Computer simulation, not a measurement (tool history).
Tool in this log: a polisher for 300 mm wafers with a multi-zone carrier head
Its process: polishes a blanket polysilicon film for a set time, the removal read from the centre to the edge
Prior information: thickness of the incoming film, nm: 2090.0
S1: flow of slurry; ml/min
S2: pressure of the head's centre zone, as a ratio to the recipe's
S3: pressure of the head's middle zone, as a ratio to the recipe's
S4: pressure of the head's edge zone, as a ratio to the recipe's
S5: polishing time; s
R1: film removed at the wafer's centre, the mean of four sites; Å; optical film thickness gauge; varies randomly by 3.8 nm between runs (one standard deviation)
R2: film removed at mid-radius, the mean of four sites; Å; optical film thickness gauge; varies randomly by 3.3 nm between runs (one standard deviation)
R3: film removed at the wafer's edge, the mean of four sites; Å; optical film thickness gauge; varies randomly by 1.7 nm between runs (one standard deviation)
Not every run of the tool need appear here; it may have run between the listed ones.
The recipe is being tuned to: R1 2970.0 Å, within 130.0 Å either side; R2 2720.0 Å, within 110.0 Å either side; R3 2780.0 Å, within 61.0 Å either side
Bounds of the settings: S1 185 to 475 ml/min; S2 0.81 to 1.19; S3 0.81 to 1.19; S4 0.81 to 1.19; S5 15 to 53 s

Run 1, hour 0.0: S1 305 ml/min, S2 1.00, S3 1.00, S4 1.00, S5 34 s. Result: R1 2369.4 Å, R2 2273.2 Å, R3 2251.6 Å.
Run 2, hour 8.9: S1 315 ml/min, S2 1.03, S3 1.02, S4 1.05, S5 35 s. Result: R1 2463.5 Å, R2 2364.1 Å, R3 2374.9 Å.
Run 3, hour 15.1: S1 320 ml/min, S2 1.06, S3 1.03, S4 1.08, S5 36 s. Result: R1 2715.3 Å, R2 2505.9 Å, R3 2464.9 Å.
Run 4, hour 21.8: S1 325 ml/min, S2 1.06, S3 1.03, S4 1.11, S5 37 s. Result: R1 2688.4 Å, R2 2510.8 Å, R3 2537.9 Å.
Run 5, hour 22.5: S1 325 ml/min, S2 1.07, S3 1.03, S4 1.12, S5 38 s. Result: R1 2847.6 Å, R2 2578.0 Å, R3 2635.4 Å.
Run 6, hour 24.6: S1 325 ml/min, S2 1.07, S3 1.03, S4 1.06, S5 38 s. Result: R1 2861.9 Å, R2 2630.6 Å, R3 2579.3 Å.
Run 7, hour 25.5: S1 325 ml/min, S2 1.07, S3 1.03, S4 1.09, S5 38 s. Result: R1 2799.2 Å, R2 2625.5 Å, R3 2615.4 Å.
Run 8, hour 33.7: S1 325 ml/min, S2 1.08, S3 1.03, S4 1.11, S5 38 s. Result: R1 2863.4 Å, R2 2611.6 Å, R3 2641.3 Å.
Run 9, hour 35.8: S1 325 ml/min, S2 1.08, S3 1.04, S4 1.13, S5 38 s. Result: R1 2821.4 Å, R2 2667.1 Å, R3 2661.8 Å.
Run 10, hour 42.4: S1 325 ml/min, S2 1.09, S3 1.04, S4 1.14, S5 38 s. Result: R1 2890.6 Å, R2 2629.0 Å, R3 2640.4 Å.
Run 11, hour 44.8: S1 330 ml/min, S2 1.09, S3 1.04, S4 1.15, S5 38 s. Result: R1 2871.1 Å, R2 2643.1 Å, R3 2707.4 Å.
Run 12, hour 50.6: S1 340 ml/min, S2 1.10, S3 1.04, S4 1.16, S5 38 s. Result: R1 2898.5 Å, R2 2611.5 Å, R3 2724.1 Å.
Run 13, hour 53.1: S1 340 ml/min, S2 1.10, S3 1.04, S4 1.16, S5 38 s. Result: R1 2871.3 Å, R2 2592.7 Å, R3 2671.1 Å.

Which one of the following 5 next-run settings gets every result inside its allowed miss? There is exactly one.
Run A, hour 55.6: S1 360 ml/min, S2 0.99, S3 0.99, S4 1.19, S5 38 s. Result: R1 ?, R2 ?, R3 ?.
Run B, hour 55.6: S1 335 ml/min, S2 1.13, S3 0.97, S4 1.19, S5 37 s. Result: R1 ?, R2 ?, R3 ?.
Run C, hour 55.6: S1 365 ml/min, S2 1.13, S3 1.10, S4 1.01, S5 39 s. Result: R1 ?, R2 ?, R3 ?.
Run D, hour 55.6: S1 315 ml/min, S2 1.13, S3 1.01, S4 1.16, S5 36 s. Result: R1 ?, R2 ?, R3 ?.
Run E, hour 55.6: S1 300 ml/min, S2 1.12, S3 1.06, S4 1.19, S5 39 s. Result: R1 ?, R2 ?, R3 ?.

move      R1      R2      R3
   A  2602.6  2533.3  2771.1
   B  2874.2  2407.2  2685.4
   C  3058.1  2845.5  2616.5
   D  2778.8  2408.9  2565.1
   E  2967.8  2705.1  2803.3
A: meets the target for the result that was furthest off, but another lies outside its allowed miss
B: the biggest miss grows against the last run
C: the biggest miss grows against the last run
D: the biggest miss grows against the last run
E: all results land within tolerance of their targets
Answer: E

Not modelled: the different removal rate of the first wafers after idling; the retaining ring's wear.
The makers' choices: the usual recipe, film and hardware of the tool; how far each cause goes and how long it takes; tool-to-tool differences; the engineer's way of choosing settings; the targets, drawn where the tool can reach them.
